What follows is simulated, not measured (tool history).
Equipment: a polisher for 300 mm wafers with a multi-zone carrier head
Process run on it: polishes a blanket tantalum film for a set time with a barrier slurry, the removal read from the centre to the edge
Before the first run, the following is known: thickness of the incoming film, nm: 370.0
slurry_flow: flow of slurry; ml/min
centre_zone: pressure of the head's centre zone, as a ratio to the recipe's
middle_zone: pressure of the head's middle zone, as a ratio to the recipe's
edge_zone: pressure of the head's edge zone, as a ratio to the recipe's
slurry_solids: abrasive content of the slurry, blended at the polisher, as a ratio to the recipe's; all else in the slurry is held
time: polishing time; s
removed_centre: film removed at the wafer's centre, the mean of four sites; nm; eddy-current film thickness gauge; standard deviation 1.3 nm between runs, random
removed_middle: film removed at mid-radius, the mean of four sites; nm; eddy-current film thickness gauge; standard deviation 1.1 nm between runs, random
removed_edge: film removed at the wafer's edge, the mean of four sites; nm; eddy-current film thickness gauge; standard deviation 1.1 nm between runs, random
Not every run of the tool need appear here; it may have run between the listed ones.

run,day,slurry_flow,centre_zone,middle_zone,edge_zone,slurry_solids,time,removed_centre,removed_middle,removed_edge
1,0.000,305,1.00,1.00,1.00,1.00,47,71.592,73.382,74.353
2,0.171,305,1.00,1.03,1.03,1.15,49,78.104,81.691,82.318
3,0.429,305,1.00,1.08,1.03,1.15,49,77.986,84.051,82.318
4,0.712,305,0.93,1.08,1.03,1.15,49,72.076,82.038,81.628
5,1.075,310,0.95,1.10,1.05,1.25,50,79.026,88.873,87.263
6,1.242,310,0.95,1.04,1.05,1.25,50,76.254,85.481,87.358
7,1.588,315,0.97,1.07,1.07,1.30,51,81.557,90.997,90.176

What does the tool deliver on the next run?
8,1.688,315,0.98,1.08,1.07,1.35,52,?,?,?

Run 8 gave removed_centre 86.447 nm, removed_middle 92.595 nm, removed_edge 91.140 nm.

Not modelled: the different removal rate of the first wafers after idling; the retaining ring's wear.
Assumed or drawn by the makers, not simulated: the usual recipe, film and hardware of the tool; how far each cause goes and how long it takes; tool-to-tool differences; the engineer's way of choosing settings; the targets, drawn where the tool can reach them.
